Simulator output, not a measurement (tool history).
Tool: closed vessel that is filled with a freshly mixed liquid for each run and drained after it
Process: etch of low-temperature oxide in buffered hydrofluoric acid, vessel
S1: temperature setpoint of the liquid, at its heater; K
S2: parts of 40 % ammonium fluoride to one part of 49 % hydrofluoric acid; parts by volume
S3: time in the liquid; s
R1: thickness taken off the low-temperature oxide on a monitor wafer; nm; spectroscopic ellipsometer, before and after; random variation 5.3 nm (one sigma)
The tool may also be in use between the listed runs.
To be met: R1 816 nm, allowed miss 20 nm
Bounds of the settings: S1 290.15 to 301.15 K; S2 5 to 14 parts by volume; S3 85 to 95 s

run 1 day=0 | S1=293.15 S2=8.5 S3=85 | R1=525.16
run 2 day=0.238 | S1=295.15 S2=8.5 S3=85 | R1=583.82
run 3 day=0.5 | S1=296.65 S2=8.5 S3=85 | R1=631.8
run 4 day=0.858 | S1=293.65 S2=8.5 S3=85 | R1=539.79
run 5 day=1.212 | S1=296.65 S2=8.5 S3=85 | R1=647.15
run 6 day=1.433 | S1=295.15 S2=8.5 S3=85 | R1=586.27
run 7 day=1.596 | S1=296.65 S2=8.5 S3=85 | R1=636.88
run 8 day=1.9 | S1=297.65 S2=8.5 S3=85 | R1=671.86
run 9 day=2.183 | S1=298.65 S2=8.5 S3=85 | R1=708.37

5 next moves are on the table. One of them brings every result within its allowed miss. Which?
run A day=2.467 | S1=297.65 S2=9.5 S3=85 | R1=?
run B day=2.467 | S1=296.65 S2=7.5 S3=90 | R1=?
run C day=2.467 | S1=295.15 S2=7 S3=95 | R1=?
run D day=2.467 | S1=298.15 S2=8.5 S3=95 | R1=?
run E day=2.467 | S1=291.65 S2=6 S3=95 | R1=?

move=A R1=619.29
move=B R1=782.7
move=C R1=819.68
move=D R1=782.83
move=E R1=770.7
A: further off than the last run
B: nearer than the last run, and not there yet
C: meets every target
D: nearer than the last run, and not there yet
E: nearer than the last run, and not there yet
Move C is the one to make.
